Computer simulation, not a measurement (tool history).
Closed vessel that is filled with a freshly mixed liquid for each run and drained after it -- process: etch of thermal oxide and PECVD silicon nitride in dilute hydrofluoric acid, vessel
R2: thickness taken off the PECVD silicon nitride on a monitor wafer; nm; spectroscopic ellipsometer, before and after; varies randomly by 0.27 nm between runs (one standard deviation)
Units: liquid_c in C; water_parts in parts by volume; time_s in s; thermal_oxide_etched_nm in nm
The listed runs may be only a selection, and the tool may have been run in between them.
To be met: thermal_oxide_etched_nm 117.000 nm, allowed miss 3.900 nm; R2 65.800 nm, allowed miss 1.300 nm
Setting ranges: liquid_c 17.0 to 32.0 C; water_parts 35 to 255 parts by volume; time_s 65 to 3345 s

{"run": 1, "hour": 0.0, "liquid_c": 24.0, "water_parts": 145, "time_s": 1705, "thermal_oxide_etched_nm": 48.272, "R2": 26.068}
{"run": 2, "hour": 3.8, "liquid_c": 24.0, "water_parts": 185, "time_s": 1705, "thermal_oxide_etched_nm": 36.611, "R2": 20.568}
{"run": 3, "hour": 11.8, "liquid_c": 24.0, "water_parts": 185, "time_s": 1995, "thermal_oxide_etched_nm": 42.239, "R2": 24.132}
{"run": 4, "hour": 20.3, "liquid_c": 25.5, "water_parts": 150, "time_s": 1955, "thermal_oxide_etched_nm": 56.601, "R2": 31.664}
{"run": 5, "hour": 24.4, "liquid_c": 22.5, "water_parts": 150, "time_s": 1955, "thermal_oxide_etched_nm": 50.488, "R2": 26.414}
{"run": 6, "hour": 27.2, "liquid_c": 24.5, "water_parts": 130, "time_s": 1930, "thermal_oxide_etched_nm": 65.19, "R2": 34.043}
{"run": 7, "hour": 34.5, "liquid_c": 26.5, "water_parts": 120, "time_s": 1920, "thermal_oxide_etched_nm": 74.889, "R2": 41.91}
{"run": 8, "hour": 36.9, "liquid_c": 27.0, "water_parts": 105, "time_s": 1890, "thermal_oxide_etched_nm": 88.761, "R2": 48.547}
{"run": 9, "hour": 43.6, "liquid_c": 27.5, "water_parts": 100, "time_s": 1865, "thermal_oxide_etched_nm": 93.469, "R2": 52.058}
{"run": 10, "hour": 47.0, "liquid_c": 29.5, "water_parts": 70, "time_s": 1790, "thermal_oxide_etched_nm": 145.39, "R2": 80.365}
{"run": 11, "hour": 55.9, "liquid_c": 29.0, "water_parts": 75, "time_s": 1825, "thermal_oxide_etched_nm": 134.48, "R2": 74.701}
{"run": 12, "hour": 64.0, "liquid_c": 29.0, "water_parts": 80, "time_s": 1845, "thermal_oxide_etched_nm": 126.42, "R2": 70.759}
{"run": 13, "hour": 71.5, "liquid_c": 29.0, "water_parts": 80, "time_s": 1855, "thermal_oxide_etched_nm": 127.6, "R2": 70.81}
{"run": 14, "hour": 80.3, "liquid_c": 29.0, "water_parts": 80, "time_s": 1870, "thermal_oxide_etched_nm": 127.92, "R2": 71.861}
{"run": 15, "hour": 84.1, "liquid_c": 29.0, "water_parts": 80, "time_s": 1885, "thermal_oxide_etched_nm": 129.66, "R2": 72.337}
{"run": 16, "hour": 89.8, "liquid_c": 29.0, "water_parts": 80, "time_s": 1885, "thermal_oxide_etched_nm": 130.8, "R2": 72.211}
{"run": 17, "hour": 99.2, "liquid_c": 29.0, "water_parts": 85, "time_s": 1895, "thermal_oxide_etched_nm": 119.89, "R2": 67.85}
{"run": 18, "hour": 101.8, "liquid_c": 29.0, "water_parts": 85, "time_s": 1900, "thermal_oxide_etched_nm": 123.62, "R2": 68.059}
{"run": 19, "hour": 104.5, "liquid_c": 29.5, "water_parts": 95, "time_s": 1935, "thermal_oxide_etched_nm": 110.04, "R2": 64.522}
{"run": 20, "hour": 106.3, "liquid_c": 29.5, "water_parts": 95, "time_s": 1920, "thermal_oxide_etched_nm": 109.47, "R2": 63.915}

Consider the 5 candidate settings below. Which is the only one whose results all fall within their allowed miss of target?
{"run": "A", "hour": 108.1, "liquid_c": 26.0, "water_parts": 80, "time_s": 2085, "thermal_oxide_etched_nm": "?", "R2": "?"}
{"run": "B", "hour": 108.1, "liquid_c": 29.0, "water_parts": 80, "time_s": 1730, "thermal_oxide_etched_nm": "?", "R2": "?"}
{"run": "C", "hour": 108.1, "liquid_c": 27.5, "water_parts": 80, "time_s": 1965, "thermal_oxide_etched_nm": "?", "R2": "?"}
{"run": "D", "hour": 108.1, "liquid_c": 26.5, "water_parts": 75, "time_s": 1815, "thermal_oxide_etched_nm": "?", "R2": "?"}
{"run": "E", "hour": 108.1, "liquid_c": 30.0, "water_parts": 85, "time_s": 1775, "thermal_oxide_etched_nm": "?", "R2": "?"}

move=A thermal_oxide_etched_nm=126.070 R2=65.998
move=B thermal_oxide_etched_nm=117.600 R2=66.489
move=C thermal_oxide_etched_nm=126.030 R2=68.577
move=D thermal_oxide_etched_nm=120.210 R2=63.280
move=E thermal_oxide_etched_nm=117.140 R2=68.421
A: pushes the last run's worst result past its target
B: all results in spec
C: pushes the last run's worst result past its target
D: corrects the largest miss of the last run, while another result sits out of spec
E: corrects the largest miss of the last run, while another result sits out of spec
The move that meets every target is B.
